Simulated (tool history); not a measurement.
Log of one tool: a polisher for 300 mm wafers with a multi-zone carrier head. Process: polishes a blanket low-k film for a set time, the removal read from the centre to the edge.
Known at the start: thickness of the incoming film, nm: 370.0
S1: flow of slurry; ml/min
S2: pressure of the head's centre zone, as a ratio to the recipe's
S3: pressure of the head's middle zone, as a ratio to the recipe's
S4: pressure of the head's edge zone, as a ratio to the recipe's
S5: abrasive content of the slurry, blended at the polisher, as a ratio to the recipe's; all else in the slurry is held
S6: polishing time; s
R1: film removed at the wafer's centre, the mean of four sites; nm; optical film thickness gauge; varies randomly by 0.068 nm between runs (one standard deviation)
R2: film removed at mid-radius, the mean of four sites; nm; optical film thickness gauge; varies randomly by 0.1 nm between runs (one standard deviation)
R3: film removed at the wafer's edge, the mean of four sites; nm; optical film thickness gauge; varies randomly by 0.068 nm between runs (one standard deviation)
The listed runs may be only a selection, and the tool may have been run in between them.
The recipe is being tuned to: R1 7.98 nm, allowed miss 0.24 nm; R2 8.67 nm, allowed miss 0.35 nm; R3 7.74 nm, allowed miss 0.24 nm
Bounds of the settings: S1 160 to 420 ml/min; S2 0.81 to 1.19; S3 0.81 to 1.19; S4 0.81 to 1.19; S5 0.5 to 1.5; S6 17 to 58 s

| run | hour | S1 | S2 | S3 | S4 | S5 | S6 | R1 | R2 | R3 |
|---|---|---|---|---|---|---|---|---|---|---|
| 1 | 0 | 270 | 1 | 1 | 1 | 1 | 37 | 8.2441 | 8.4361 | 8.4149 |
| 2 | 8.9 | 270 | 1 | 0.95 | 1 | 1 | 37 | 8.4187 | 8.1646 | 8.2899 |
| 3 | 13.6 | 270 | 1 | 0.95 | 0.93 | 1 | 37 | 8.4178 | 8.2613 | 8.1322 |
| 4 | 20.5 | 300 | 1 | 0.95 | 0.93 | 1 | 37 | 8.6064 | 8.1182 | 8.25 |
| 5 | 27.6 | 300 | 0.96 | 0.95 | 0.93 | 1 | 37 | 8.2629 | 8.1021 | 8.0368 |
| 6 | 36.2 | 300 | 0.96 | 0.95 | 0.93 | 1 | 42 | 9.3542 | 9.17 | 9.4352 |
| 7 | 38.9 | 285 | 0.97 | 0.98 | 0.89 | 0.95 | 42 | 9.0655 | 9.1185 | 8.7357 |
| 8 | 45.5 | 270 | 0.95 | 0.98 | 0.87 | 0.95 | 42 | 8.8113 | 9.019 | 8.5894 |
| 9 | 48.6 | 240 | 0.92 | 1.03 | 0.81 | 0.8 | 42 | 7.2903 | 7.9211 | 7.1693 |
| 10 | 49.5 | 265 | 0.93 | 1.04 | 0.82 | 0.8 | 42 | 7.5947 | 8.1475 | 7.3929 |
| 11 | 51.5 | 280 | 0.93 | 1.05 | 0.83 | 0.8 | 42 | 7.4961 | 8.2407 | 7.3598 |
| 12 | 56.1 | 280 | 0.93 | 1.05 | 0.83 | 0.8 | 42 | 7.5107 | 8.3319 | 7.2995 |
| 13 | 61 | 325 | 0.96 | 1.06 | 0.9 | 0.85 | 42 | 8.2522 | 9.0128 | 8.0972 |
| 14 | 69.5 | 315 | 0.96 | 1.06 | 0.89 | 0.85 | 42 | 8.3127 | 8.8311 | 8.0316 |
| 15 | 77.3 | 305 | 0.96 | 1.06 | 0.88 | 0.85 | 42 | 8.1621 | 8.7802 | 8.084 |
| 16 | 84.7 | 315 | 0.97 | 1.08 | 0.83 | 0.8 | 42 | 7.8185 | 8.5181 | 7.4027 |

5 next moves are on the table. One of them brings every result within its allowed miss. Which?
| A | 92.1 | 330 | 0.93 | 1.17 | 0.83 | 0.9 | 40 | ? | ? | ? |
| B | 92.1 | 395 | 0.95 | 1.05 | 0.86 | 0.65 | 53 | ? | ? | ? |
| C | 92.1 | 290 | 0.98 | 0.89 | 0.94 | 0.9 | 41 | ? | ? | ? |
| D | 92.1 | 300 | 1.01 | 0.95 | 0.95 | 0.8 | 41 | ? | ? | ? |
| E | 92.1 | 290 | 0.91 | 1.13 | 0.85 | 0.9 | 37 | ? | ? | ? |

| move | R1 | R2 | R3 |
|---|---|---|---|
| A | 8.0233 | 9.4836 | 7.9233 |
| B | 7.9186 | 8.4726 | 7.7661 |
| C | 8.5038 | 7.9008 | 8.5403 |
| D | 7.9407 | 7.496 | 7.7746 |
| E | 7.1724 | 8.4463 | 7.3406 |
A: gets the furthest-off result to its target, but another result is out of tolerance
B: each result inside its tolerance
C: pushes the last run's worst result past its target
D: gets the furthest-off result to its target, but another result is out of tolerance
E: further off than the last run
B meets every target.

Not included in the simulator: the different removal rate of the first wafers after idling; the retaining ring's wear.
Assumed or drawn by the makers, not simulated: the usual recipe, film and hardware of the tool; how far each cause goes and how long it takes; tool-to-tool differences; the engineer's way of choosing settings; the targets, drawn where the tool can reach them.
